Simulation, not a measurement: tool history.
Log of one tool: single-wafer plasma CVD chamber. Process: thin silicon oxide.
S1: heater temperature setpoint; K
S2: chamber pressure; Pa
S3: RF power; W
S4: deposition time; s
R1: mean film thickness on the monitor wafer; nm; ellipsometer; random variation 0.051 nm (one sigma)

Run 1, hour 0.0: S1 663.15 K, S2 76.7 Pa, S3 215 W, S4 10.21 s. Result: R1 12.5090 nm.
Run 2, hour 1.5: S1 663.15 K, S2 72.8 Pa, S3 215 W, S4 10.21 s. Result: R1 11.8640 nm.
Run 3, hour 6.6: S1 663.15 K, S2 72.8 Pa, S3 215 W, S4 10.53 s. Result: R1 12.4100 nm.
Run 4, hour 11.5: S1 663.15 K, S2 72.8 Pa, S3 230 W, S4 10.53 s. Result: R1 12.7660 nm.
Run 5, hour 12.9: S1 663.15 K, S2 68.7 Pa, S3 230 W, S4 10.53 s. Result: R1 12.0480 nm.
Run 6, hour 16.6: S1 663.15 K, S2 68.7 Pa, S3 210 W, S4 10.53 s. Result: R1 11.4650 nm.
Run 7, hour 20.6: S1 663.15 K, S2 65.9 Pa, S3 210 W, S4 10.53 s. Result: R1 10.9260 nm.
Run 8, hour 25.2: S1 663.15 K, S2 63.7 Pa, S3 210 W, S4 10.53 s. Result: R1 10.6450 nm.
Run 9, hour 26.9: S1 663.15 K, S2 61.9 Pa, S3 210 W, S4 10.53 s. Result: R1 10.3810 nm.
Run 10, hour 31.2: S1 663.15 K, S2 60.3 Pa, S3 210 W, S4 10.53 s. Result: R1 10.0570 nm.
Run 11, hour 36.6: S1 663.15 K, S2 60.3 Pa, S3 210 W, S4 10.53 s. Result: R1 10.1240 nm.
Run 12, hour 43.5: S1 663.15 K, S2 58.9 Pa, S3 210 W, S4 10.53 s. Result: R1 9.7766 nm.
Run 13, hour 46.1: S1 663.15 K, S2 58.9 Pa, S3 210 W, S4 10.53 s. Result: R1 9.8268 nm.
Run 14, hour 47.4: S1 663.15 K, S2 58.0 Pa, S3 210 W, S4 10.53 s. Result: R1 9.7573 nm.

The next listed run, before its measurement:
Run 15, hour 53.4: S1 663.15 K, S2 57.1 Pa, S3 210 W, S4 10.53 s. Result: R1 ?.

Run 15 gave R1 9.6098 nm.
